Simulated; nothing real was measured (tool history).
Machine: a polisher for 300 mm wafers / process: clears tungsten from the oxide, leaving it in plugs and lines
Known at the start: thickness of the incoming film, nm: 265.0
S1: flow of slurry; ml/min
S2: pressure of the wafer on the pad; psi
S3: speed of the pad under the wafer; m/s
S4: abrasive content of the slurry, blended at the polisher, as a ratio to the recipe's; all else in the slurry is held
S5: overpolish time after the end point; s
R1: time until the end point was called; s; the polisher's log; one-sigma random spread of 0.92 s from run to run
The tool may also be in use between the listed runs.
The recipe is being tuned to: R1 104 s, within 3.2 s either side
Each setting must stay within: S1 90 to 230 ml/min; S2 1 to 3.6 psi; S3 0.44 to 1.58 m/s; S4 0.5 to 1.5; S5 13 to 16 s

run,hour,S1,S2,S3,S4,S5,R1
1,0,150,2.3,1,1,16,90.861
2,5.4,120,2.3,1,1,16,92.903
3,7.7,120,2.3,1,1.2,16,89.173
4,10.4,150,2.3,1,1.2,16,85.231
5,16.9,150,2.3,1,1.2,13,84.142
6,18,150,2.3,1.24,1.2,13,70.395
7,21.1,145,2.1,1.24,1.2,13,73.775
8,27.3,140,1.9,1.24,1.2,13,81.016

Below are 4 possible settings for the next run. Only one of them brings all results inside the allowed miss of their targets. Which is it?
A,33.5,140,1.4,1.1,1.2,16,?
B,33.5,90,2,1,0.95,16,?
C,33.5,125,1.1,1.58,1.05,13,?
D,33.5,150,1.7,1.06,1.05,16,?

move,R1
A,111.36
B,112.41
C,96.267
D,104.35
A: pushes the last run's worst result past its target
B: pushes the last run's worst result past its target
C: better than the last run, though not everything is in spec
D: in spec on every target
The move that meets every target is D.
